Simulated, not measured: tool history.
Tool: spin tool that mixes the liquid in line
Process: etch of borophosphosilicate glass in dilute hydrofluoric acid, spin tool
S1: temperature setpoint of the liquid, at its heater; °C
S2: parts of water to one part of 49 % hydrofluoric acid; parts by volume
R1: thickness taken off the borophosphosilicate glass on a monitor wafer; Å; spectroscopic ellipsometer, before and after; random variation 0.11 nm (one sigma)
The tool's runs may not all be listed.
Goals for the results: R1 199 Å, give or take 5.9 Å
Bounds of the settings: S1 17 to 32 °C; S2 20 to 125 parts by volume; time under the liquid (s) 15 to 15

{"run": 1, "hour": 0.0, "S1": 24, "S2": 70, "time under the liquid (s)": 15, "R1": 80.245}
{"run": 2, "hour": 0.9, "S1": 24, "S2": 70, "time under the liquid (s)": 15, "R1": 80.206}
{"run": 3, "hour": 6.6, "S1": 27.5, "S2": 70, "time under the liquid (s)": 15, "R1": 92.225}
{"run": 4, "hour": 13.9, "S1": 27.5, "S2": 60, "time under the liquid (s)": 15, "R1": 109.61}
{"run": 5, "hour": 17.7, "S1": 28, "S2": 55, "time under the liquid (s)": 15, "R1": 123.07}
{"run": 6, "hour": 24.3, "S1": 28.5, "S2": 55, "time under the liquid (s)": 15, "R1": 124.94}
{"run": 7, "hour": 29.3, "S1": 29, "S2": 55, "time under the liquid (s)": 15, "R1": 126.41}
{"run": 8, "hour": 34.9, "S1": 32, "S2": 30, "time under the liquid (s)": 15, "R1": 272.33}
{"run": 9, "hour": 39.0, "S1": 31.5, "S2": 30, "time under the liquid (s)": 15, "R1": 268.11}
{"run": 10, "hour": 43.9, "S1": 31, "S2": 30, "time under the liquid (s)": 15, "R1": 265.03}
{"run": 11, "hour": 52.6, "S1": 30.5, "S2": 30, "time under the liquid (s)": 15, "R1": 255.94}
{"run": 12, "hour": 55.6, "S1": 26.5, "S2": 30, "time under the liquid (s)": 15, "R1": 220.59}
{"run": 13, "hour": 59.5, "S1": 26, "S2": 30, "time under the liquid (s)": 15, "R1": 215.27}
{"run": 14, "hour": 63.0, "S1": 25, "S2": 30, "time under the liquid (s)": 15, "R1": 205.94}

Below are 4 possible settings for the next run. Only one of them brings all results inside the allowed miss of their targets. Which is it?
{"run": "A", "hour": 66.5, "S1": 26, "S2": 30, "time under the liquid (s)": 15, "R1": "?"}
{"run": "B", "hour": 66.5, "S1": 25.5, "S2": 30, "time under the liquid (s)": 15, "R1": "?"}
{"run": "C", "hour": 66.5, "S1": 24, "S2": 30, "time under the liquid (s)": 15, "R1": "?"}
{"run": "D", "hour": 66.5, "S1": 26, "S2": 35, "time under the liquid (s)": 15, "R1": "?"}

move=A R1=215.34
move=B R1=210.94
move=C R1=198.17
move=D R1=183.27
A: moves away from the targets compared with the last run
B: moves away from the targets compared with the last run
C: hits every target within its allowed miss
D: carries the result that was furthest off beyond its target, to the other side
Move C is the one to make.
